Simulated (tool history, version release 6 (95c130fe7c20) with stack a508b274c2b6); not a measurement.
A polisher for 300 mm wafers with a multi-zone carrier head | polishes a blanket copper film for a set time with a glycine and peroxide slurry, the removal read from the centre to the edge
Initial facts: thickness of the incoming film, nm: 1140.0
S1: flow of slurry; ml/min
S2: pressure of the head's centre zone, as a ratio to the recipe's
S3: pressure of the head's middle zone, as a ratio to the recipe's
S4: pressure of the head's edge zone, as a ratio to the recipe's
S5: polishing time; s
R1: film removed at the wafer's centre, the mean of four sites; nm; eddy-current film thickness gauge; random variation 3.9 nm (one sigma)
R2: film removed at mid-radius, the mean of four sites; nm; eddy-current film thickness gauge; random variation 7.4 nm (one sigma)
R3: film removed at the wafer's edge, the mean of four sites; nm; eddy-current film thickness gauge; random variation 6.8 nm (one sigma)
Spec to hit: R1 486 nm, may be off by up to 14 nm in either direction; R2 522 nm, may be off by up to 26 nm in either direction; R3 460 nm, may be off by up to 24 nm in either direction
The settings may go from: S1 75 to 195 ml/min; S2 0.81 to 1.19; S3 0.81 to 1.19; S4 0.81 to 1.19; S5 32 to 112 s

| run | hour | S1 | S2 | S3 | S4 | S5 | R1 | R2 | R3 |
|---|---|---|---|---|---|---|---|---|---|
| 1 | 0 | 125 | 1 | 1 | 1 | 72 | 378.25 | 373.59 | 396.55 |
| 2 | 4.1 | 125 | 1 | 1 | 0.97 | 72 | 377.59 | 372.46 | 388.48 |
| 3 | 8.2 | 140 | 1.02 | 1.05 | 0.98 | 73 | 397.02 | 407.97 | 392.02 |
| 4 | 16.4 | 140 | 1.02 | 1.05 | 0.98 | 61 | 339.78 | 339.98 | 330.78 |
| 5 | 21.7 | 140 | 1.02 | 1.05 | 1.02 | 61 | 338.15 | 341.28 | 346.95 |
| 6 | 25.4 | 140 | 1.02 | 1.05 | 0.98 | 61 | 338.23 | 335.53 | 335.92 |
| 7 | 27.8 | 140 | 1.02 | 1.05 | 0.98 | 61 | 335.01 | 335.73 | 330.45 |
| 8 | 32.6 | 140 | 1.02 | 1.05 | 0.98 | 61 | 332.44 | 338.27 | 332.02 |
| 9 | 41.4 | 150 | 1.04 | 1.08 | 1.01 | 65 | 371.54 | 371.78 | 369.21 |
|  | 42.5 | edge zone pressure recalibrated |
| 10 | 42.5 | 155 | 1.05 | 1.11 | 1 | 69 | 405.85 | 418.02 | 364.17 |
| 11 | 43.7 | 160 | 1.05 | 1.12 | 1.04 | 71 | 418.56 | 432.12 | 396.79 |

5 candidate next runs follow, results not yet known. Just one meets every target within its allowed miss. Identify it.
| A | 44.9 | 170 | 1.19 | 0.81 | 1.19 | 76 | ? | ? | ? |
| B | 44.9 | 155 | 1.01 | 1.12 | 1.03 | 86 | ? | ? | ? |
| C | 44.9 | 140 | 0.87 | 0.81 | 1.19 | 84 | ? | ? | ? |
| D | 44.9 | 175 | 1.19 | 0.83 | 1.12 | 75 | ? | ? | ? |
| E | 44.9 | 145 | 1.04 | 1.07 | 1.15 | 84 | ? | ? | ? |

| move | R1 | R2 | R3 |
|---|---|---|---|
| A | 506.28 | 349.94 | 449.4 |
| B | 477.48 | 511.26 | 464.87 |
| C | 390.99 | 373.01 | 483.32 |
| D | 502.5 | 354.08 | 431.24 |
| E | 472.92 | 473.66 | 475.67 |
A: takes the biggest miss from the last run beyond its target
B: all results land within tolerance of their targets
C: further off than the last run
D: takes the biggest miss from the last run beyond its target
E: brings the last run's worst result on target, with another outside its allowed miss
The right move is B.
